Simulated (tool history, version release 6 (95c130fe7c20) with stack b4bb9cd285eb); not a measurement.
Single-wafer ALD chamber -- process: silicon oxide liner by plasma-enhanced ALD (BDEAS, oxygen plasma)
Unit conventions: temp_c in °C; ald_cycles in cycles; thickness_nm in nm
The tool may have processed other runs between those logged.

run 1 hour=0.0 | temp_c=310 ald_cycles=57 | thickness_nm=5.5130
run 2 hour=3.3 | temp_c=310 ald_cycles=60 | thickness_nm=5.7554
run 3 hour=9.0 | temp_c=310 ald_cycles=63 | thickness_nm=6.0724
run 4 hour=12.0 | temp_c=310 ald_cycles=64 | thickness_nm=6.1736
run 5 hour=14.6 | temp_c=305 ald_cycles=64 | thickness_nm=6.2227
run 6 hour=20.2 | temp_c=309 ald_cycles=64 | thickness_nm=6.1909
run 7 hour=21.8 | temp_c=309 ald_cycles=65 | thickness_nm=6.2703

Estimate the outcome of run 8 from the log above:
run 8 hour=26.3 | temp_c=309 ald_cycles=66 | thickness_nm=?

thickness_nm: 6.3750 nm

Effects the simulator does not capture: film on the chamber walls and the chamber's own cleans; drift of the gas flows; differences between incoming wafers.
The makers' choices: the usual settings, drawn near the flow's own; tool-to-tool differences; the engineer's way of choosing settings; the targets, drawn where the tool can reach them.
